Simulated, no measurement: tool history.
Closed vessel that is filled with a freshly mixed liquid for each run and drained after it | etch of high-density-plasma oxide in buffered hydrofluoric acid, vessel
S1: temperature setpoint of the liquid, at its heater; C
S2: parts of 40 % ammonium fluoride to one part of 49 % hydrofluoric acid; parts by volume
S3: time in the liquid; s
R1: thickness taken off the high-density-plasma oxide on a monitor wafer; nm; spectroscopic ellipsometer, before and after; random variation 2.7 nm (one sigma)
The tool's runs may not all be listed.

run,hour,S1,S2,S3,R1
1,0.0,21.0,9.0,95,211.71
2,6.8,21.5,9.0,95,213.14
3,13.7,22.0,9.0,95,218.56
4,15.4,22.5,9.0,95,228.76
5,23.5,22.5,9.0,95,226.69
6,32.0,23.0,9.0,95,232.97

Forecast run 7:
7,39.0,23.5,9.0,95,?

{"run 7": {"R1": 242.13}}

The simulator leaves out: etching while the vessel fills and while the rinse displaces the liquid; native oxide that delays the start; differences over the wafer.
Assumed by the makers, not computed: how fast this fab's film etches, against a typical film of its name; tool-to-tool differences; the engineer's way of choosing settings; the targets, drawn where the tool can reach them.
